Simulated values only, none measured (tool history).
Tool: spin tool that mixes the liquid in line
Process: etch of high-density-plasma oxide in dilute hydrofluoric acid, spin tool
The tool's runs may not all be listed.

| run | hour | temperature setpoint of the liquid (K) | parts of water to one part of 49 % hydrofluoric acid (parts by volume) | time under the liquid (s) | thickness taken off the high-density-plasma oxide on a monitor wafer (nm) |
|---|---|---|---|---|---|
| 1 | 0 | 296.15 | 275 | 70 | 1.0091 |
| 2 | 0.9 | 299.15 | 275 | 70 | 1.1062 |
| 3 | 3.5 | 299.15 | 340 | 70 | 0.83771 |
| 4 | 5.3 | 296.65 | 340 | 70 | 0.77134 |
| 5 | 8.2 | 296.65 | 340 | 70 | 0.77628 |
| 6 | 12.4 | 296.65 | 340 | 70 | 0.77374 |
| 7 | 21.2 | 295.65 | 345 | 70 | 0.73918 |

Forecast run 8:
| 8 | 24.1 | 294.65 | 345 | 70 | ? |

{"run 8": {"thickness taken off the high-density-plasma oxide on a monitor wafer (nm)": 0.70431}}
